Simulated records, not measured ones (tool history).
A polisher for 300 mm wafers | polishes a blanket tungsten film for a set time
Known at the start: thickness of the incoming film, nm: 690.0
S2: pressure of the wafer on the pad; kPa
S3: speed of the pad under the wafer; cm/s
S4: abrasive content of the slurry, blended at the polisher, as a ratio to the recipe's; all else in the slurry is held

Run 1, day 0.000: flow of slurry (ml/min) 225, S2 17.9 kPa, S3 128 cm/s, S4 1.00, polishing time (s) 78. Result: film removed (Å) 2856.2.
Run 2, day 0.271: flow of slurry (ml/min) 225, S2 15.9 kPa, S3 124 cm/s, S4 1.00, polishing time (s) 78. Result: film removed (Å) 2597.3.
Run 3, day 0.388: flow of slurry (ml/min) 225, S2 15.9 kPa, S3 124 cm/s, S4 0.95, polishing time (s) 78. Result: film removed (Å) 2493.9.
Run 4, day 0.583: flow of slurry (ml/min) 225, S2 15.9 kPa, S3 124 cm/s, S4 0.75, polishing time (s) 78. Result: film removed (Å) 2334.1.
Run 5, day 0.612: flow of slurry (ml/min) 225, S2 13.8 kPa, S3 120 cm/s, S4 0.75, polishing time (s) 78. Result: film removed (Å) 2059.1.
Run 6, day 0.688: flow of slurry (ml/min) 225, S2 12.4 kPa, S3 118 cm/s, S4 0.75, polishing time (s) 78. Result: film removed (Å) 1840.4.

The next listed run, before its measurement:
Run 7, day 0.825: flow of slurry (ml/min) 225, S2 11.7 kPa, S3 118 cm/s, S4 0.75, polishing time (s) 78. Result: film removed (Å) ?.

Run 7 gave film removed (Å) 1774.0.
